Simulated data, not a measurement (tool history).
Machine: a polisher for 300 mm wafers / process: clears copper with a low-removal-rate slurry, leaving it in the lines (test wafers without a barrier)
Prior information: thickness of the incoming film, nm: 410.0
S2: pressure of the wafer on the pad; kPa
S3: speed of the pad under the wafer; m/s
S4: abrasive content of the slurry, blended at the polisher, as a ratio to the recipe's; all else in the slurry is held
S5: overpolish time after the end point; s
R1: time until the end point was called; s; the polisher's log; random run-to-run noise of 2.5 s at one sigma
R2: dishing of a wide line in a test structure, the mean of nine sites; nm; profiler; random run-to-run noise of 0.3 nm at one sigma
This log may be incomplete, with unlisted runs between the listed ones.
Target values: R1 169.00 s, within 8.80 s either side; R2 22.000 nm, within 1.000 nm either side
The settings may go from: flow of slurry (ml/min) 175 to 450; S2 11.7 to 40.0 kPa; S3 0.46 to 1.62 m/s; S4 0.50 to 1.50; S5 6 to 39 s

Run 1, hour 0.0: flow of slurry (ml/min) 290, S2 25.5 kPa, S3 1.04 m/s, S4 1.00, S5 20 s. Result: R1 113.95 s, R2 22.193 nm.
Run 2, hour 6.8: flow of slurry (ml/min) 290, S2 25.5 kPa, S3 1.04 m/s, S4 1.00, S5 27 s. Result: R1 112.52 s, R2 22.869 nm.
Run 3, hour 13.1: flow of slurry (ml/min) 290, S2 25.5 kPa, S3 1.04 m/s, S4 1.15, S5 27 s. Result: R1 112.45 s, R2 23.091 nm.
Run 4, hour 17.3: flow of slurry (ml/min) 290, S2 22.8 kPa, S3 1.02 m/s, S4 1.15, S5 29 s. Result: R1 123.77 s, R2 22.796 nm.
Run 5, hour 25.9: flow of slurry (ml/min) 290, S2 17.9 kPa, S3 1.02 m/s, S4 1.15, S5 29 s. Result: R1 146.82 s, R2 22.398 nm.
Run 6, hour 31.4: flow of slurry (ml/min) 290, S2 16.5 kPa, S3 1.02 m/s, S4 1.15, S5 29 s. Result: R1 155.46 s, R2 21.493 nm.
Run 7, hour 32.4: flow of slurry (ml/min) 290, S2 14.5 kPa, S3 1.00 m/s, S4 1.15, S5 35 s. Result: R1 179.27 s, R2 22.204 nm.
Run 8, hour 34.1: flow of slurry (ml/min) 290, S2 14.5 kPa, S3 1.00 m/s, S4 1.15, S5 34 s. Result: R1 177.89 s, R2 21.987 nm.

Which one of the following 4 next-run settings gets every result inside its allowed miss? There is exactly one.
Run A, hour 35.8: flow of slurry (ml/min) 290, S2 13.1 kPa, S3 0.96 m/s, S4 1.00, S5 38 s. Result: R1 ?, R2 ?.
Run B, hour 35.8: flow of slurry (ml/min) 245, S2 15.9 kPa, S3 0.92 m/s, S4 1.15, S5 29 s. Result: R1 ?, R2 ?.
Run C, hour 35.8: flow of slurry (ml/min) 290, S2 15.2 kPa, S3 1.02 m/s, S4 1.10, S5 39 s. Result: R1 ?, R2 ?.
Run D, hour 35.8: flow of slurry (ml/min) 310, S2 13.1 kPa, S3 0.96 m/s, S4 1.10, S5 37 s. Result: R1 ?, R2 ?.

move      R1      R2
   A  200.98  21.714
   B  179.96  21.171
   C  168.22  22.471
   D  196.25  21.704
A: lands further from the targets than the last run did
B: lands further from the targets than the last run did
C: each result inside its tolerance
D: lands further from the targets than the last run did
So the answer is move C, the one that meets all the targets.

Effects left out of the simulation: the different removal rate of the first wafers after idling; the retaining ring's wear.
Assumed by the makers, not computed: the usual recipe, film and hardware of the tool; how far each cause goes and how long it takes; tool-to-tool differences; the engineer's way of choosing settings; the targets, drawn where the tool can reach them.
